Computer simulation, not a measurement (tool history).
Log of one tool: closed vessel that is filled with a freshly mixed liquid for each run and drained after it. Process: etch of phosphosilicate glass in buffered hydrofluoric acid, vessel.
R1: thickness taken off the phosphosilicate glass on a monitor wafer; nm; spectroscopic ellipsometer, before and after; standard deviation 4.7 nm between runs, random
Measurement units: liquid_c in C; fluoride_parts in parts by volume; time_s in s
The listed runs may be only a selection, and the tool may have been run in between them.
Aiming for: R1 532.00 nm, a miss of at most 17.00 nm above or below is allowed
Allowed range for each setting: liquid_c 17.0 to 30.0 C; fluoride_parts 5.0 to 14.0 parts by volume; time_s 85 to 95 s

{"run": 1, "hour": 0.0, "liquid_c": 22.0, "fluoride_parts": 8.5, "time_s": 85, "R1": 292.85}
{"run": 2, "hour": 2.1, "liquid_c": 22.0, "fluoride_parts": 10.0, "time_s": 85, "R1": 264.81}
{"run": 3, "hour": 9.5, "liquid_c": 23.5, "fluoride_parts": 9.0, "time_s": 85, "R1": 307.73}
{"run": 4, "hour": 10.2, "liquid_c": 23.5, "fluoride_parts": 9.0, "time_s": 95, "R1": 340.21}
{"run": 5, "hour": 11.4, "liquid_c": 25.0, "fluoride_parts": 8.5, "time_s": 95, "R1": 391.22}
{"run": 6, "hour": 17.8, "liquid_c": 25.0, "fluoride_parts": 10.5, "time_s": 95, "R1": 331.36}
{"run": 7, "hour": 20.9, "liquid_c": 26.0, "fluoride_parts": 10.0, "time_s": 95, "R1": 369.2}
{"run": 8, "hour": 27.6, "liquid_c": 27.0, "fluoride_parts": 9.5, "time_s": 95, "R1": 400.62}
{"run": 9, "hour": 32.9, "liquid_c": 27.5, "fluoride_parts": 9.0, "time_s": 95, "R1": 424.41}
{"run": 10, "hour": 37.7, "liquid_c": 28.0, "fluoride_parts": 8.5, "time_s": 95, "R1": 464.92}
{"run": 11, "hour": 39.6, "liquid_c": 28.5, "fluoride_parts": 8.5, "time_s": 95, "R1": 476.78}

Which one of the following 4 next-run settings gets every result inside its allowed miss? There is exactly one.
{"run": "A", "hour": 41.5, "liquid_c": 28.0, "fluoride_parts": 8.0, "time_s": 85, "R1": "?"}
{"run": "B", "hour": 41.5, "liquid_c": 29.5, "fluoride_parts": 9.0, "time_s": 85, "R1": "?"}
{"run": "C", "hour": 41.5, "liquid_c": 26.5, "fluoride_parts": 8.5, "time_s": 95, "R1": "?"}
{"run": "D", "hour": 41.5, "liquid_c": 28.0, "fluoride_parts": 7.5, "time_s": 95, "R1": "?"}

move=A R1=444.16
move=B R1=423.18
move=C R1=429.13
move=D R1=532.27
A: its largest miss is bigger than the last run's
B: its largest miss is bigger than the last run's
C: its largest miss is bigger than the last run's
D: every result within its allowed miss
So the answer is move D, the one that meets all the targets.
